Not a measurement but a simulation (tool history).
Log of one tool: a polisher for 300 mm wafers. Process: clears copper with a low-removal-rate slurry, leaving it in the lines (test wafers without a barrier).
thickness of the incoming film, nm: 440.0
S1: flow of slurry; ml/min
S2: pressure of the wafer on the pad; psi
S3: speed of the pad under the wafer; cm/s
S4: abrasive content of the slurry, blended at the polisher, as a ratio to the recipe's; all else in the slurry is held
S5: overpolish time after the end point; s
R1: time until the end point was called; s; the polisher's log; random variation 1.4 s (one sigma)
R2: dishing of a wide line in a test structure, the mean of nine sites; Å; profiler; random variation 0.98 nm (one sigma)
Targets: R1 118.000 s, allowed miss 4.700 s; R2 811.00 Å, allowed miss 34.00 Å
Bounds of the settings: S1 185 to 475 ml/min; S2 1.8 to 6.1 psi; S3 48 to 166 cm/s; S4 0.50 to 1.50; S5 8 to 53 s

run,day,S1,S2,S3,S4,S5,R1,R2
1,0.000,305,3.9,106,1.00,27,107.630,591.98
2,0.333,305,4.7,106,1.00,27,89.988,688.54
3,0.542,305,4.7,106,0.85,27,91.590,668.42
4,0.704,305,4.7,106,0.85,18,91.156,509.29
# day 0.921: worn pad replaced by a new one
5,0.921,315,4.5,104,0.90,23,91.375,612.71
6,1.175,315,4.5,104,0.90,28,89.836,690.83
7,1.350,285,4.5,102,0.90,31,92.145,723.31
8,1.567,285,4.5,102,0.90,31,92.377,725.44
9,1.596,285,4.5,102,0.90,31,91.749,709.11
10,1.617,310,4.2,102,0.95,33,96.730,732.51
11,1.862,310,4.2,102,0.95,33,95.532,717.76
12,2.029,280,4.0,102,1.00,36,100.210,746.10
13,2.254,275,3.8,100,1.00,39,111.450,737.32
14,2.496,265,3.8,100,1.00,41,111.540,767.81

5 next moves are on the table. One of them brings every result within its allowed miss. Which?
A,2.738,325,2.7,130,1.10,43,?,?
B,2.738,250,3.8,108,1.00,38,?,?
C,2.738,240,3.7,98,1.05,37,?,?
D,2.738,365,3.6,92,1.05,51,?,?
E,2.738,290,3.9,94,1.15,43,?,?

move,R1,R2
A,117.410,716.68
B,103.530,746.78
C,115.190,690.92
D,120.700,797.83
E,109.870,774.70
A: brings the result that was furthest off to its target, and leaves another outside
B: further off than the last run
C: brings the result that was furthest off to its target, and leaves another outside
D: meets every target
E: further off than the last run
Answer: D
